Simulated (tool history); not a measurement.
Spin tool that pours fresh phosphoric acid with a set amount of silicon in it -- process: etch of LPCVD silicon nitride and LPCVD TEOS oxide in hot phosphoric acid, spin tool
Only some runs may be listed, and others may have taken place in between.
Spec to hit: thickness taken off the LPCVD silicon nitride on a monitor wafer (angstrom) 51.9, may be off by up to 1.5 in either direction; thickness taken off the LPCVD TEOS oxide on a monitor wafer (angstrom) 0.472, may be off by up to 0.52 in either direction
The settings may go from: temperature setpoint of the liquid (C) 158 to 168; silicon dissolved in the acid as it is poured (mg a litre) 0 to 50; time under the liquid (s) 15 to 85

run	hour	temperature setpoint of the liquid (C)	silicon dissolved in the acid as it is poured (mg a litre)	time under the liquid (s)	thickness taken off the LPCVD silicon nitride on a monitor wafer (angstrom)	thickness taken off the LPCVD TEOS oxide on a monitor wafer (angstrom)
1	0	163	23	45	39.513	0.48173
2	2.8	164	23	45	40.908	1.11
3	10.4	163.5	26	50	44.222	1.1183
4	19.1	163	20.5	55	48.714	1.3768
5	27.1	162.5	27	55	48.218	1.0138
6	28.8	162.5	27	40	34.923	0.71592
7	34.4	163	23.5	45	39.363	1.1478
8	38.9	164	30.5	45	41.276	1.2992
9	41	163.5	26	50	45	0.59197
10	47.5	164.5	25.5	50	46.543	1.3273
11	50.8	164	30.5	50	46.038	0.50125
12	54.9	164	30.5	50	45.328	1.1249
13	63.3	163.5	31	50	45.314	1.0501
14	72	163.5	31	50	44.55	0.84751
15	80.5	164	36.5	50	46.112	0.67074
16	85.8	164.5	40.5	50	46.742	0.89011
17	89.8	164.5	43.5	50	46.185	0.25192
18	90.6	165	43	50	47.073	0.54831
19	99	165.5	45	50	47.288	0.67547
20	107.5	165.5	46.5	50	48.085	0.51891
21	109.6	165.5	47.5	50	47.749	0.55282
22	115	165.5	48.5	50	47.783	0.7481
23	122.5	165	49	50	47.412	0.71346
24	125.8	165.5	49.5	50	47.755	0.42613

Below are 5 possible settings for the next run. Only one of them brings all results inside the allowed miss of their targets. Which is it?
A	129.1	160.5	50	55	?	?
B	129.1	166.5	50	55	?	?
C	129.1	166	39	45	?	?
D	129.1	165	50	55	?	?
E	129.1	167	5	55	?	?

move	thickness taken off the LPCVD silicon nitride on a monitor wafer (angstrom)	thickness taken off the LPCVD TEOS oxide on a monitor wafer (angstrom)
A	44.843	0.2147
B	54.678	0.33253
C	44.013	0.40184
D	52.06	0.29841
E	55.576	1.6492
A: the biggest miss grows against the last run
B: takes the biggest miss from the last run beyond its target
C: the biggest miss grows against the last run
D: in spec on every target
E: takes the biggest miss from the last run beyond its target
So the answer is move D, the one that meets all the targets.
